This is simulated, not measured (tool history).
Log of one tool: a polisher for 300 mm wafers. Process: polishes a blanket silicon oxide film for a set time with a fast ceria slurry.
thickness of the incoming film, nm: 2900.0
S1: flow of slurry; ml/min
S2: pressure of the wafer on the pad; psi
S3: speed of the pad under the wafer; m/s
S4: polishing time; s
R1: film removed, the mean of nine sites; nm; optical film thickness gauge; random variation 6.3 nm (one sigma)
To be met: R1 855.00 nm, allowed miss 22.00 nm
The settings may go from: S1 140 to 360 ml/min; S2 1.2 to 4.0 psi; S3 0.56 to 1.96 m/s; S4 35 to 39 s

run	hour	S1	S2	S3	S4	R1
1	0.0	230	2.6	1.26	39	673.02
2	2.5	230	3.0	1.26	39	765.43
3	8.8	260	3.0	1.26	39	774.41
4	13.1	260	3.0	1.26	35	690.46
5	16.6	260	3.0	1.10	35	628.86
6	18.7	260	3.3	1.10	35	674.81
7	20.2	260	3.5	1.12	35	723.06
8	24.0	260	3.7	1.14	35	759.59
9	27.0	260	3.8	1.16	35	799.86

4 next moves are on the table. One of them brings every result within its allowed miss. Which?
A	30.0	270	4.0	1.02	39	?
B	30.0	275	4.0	1.02	35	?
C	30.0	275	3.5	1.18	35	?
D	30.0	225	4.0	0.86	39	?

move	R1
A	836.52
B	752.19
C	746.61
D	726.14
A: meets every target
B: further off than the last run
C: further off than the last run
D: further off than the last run
The right move is A.
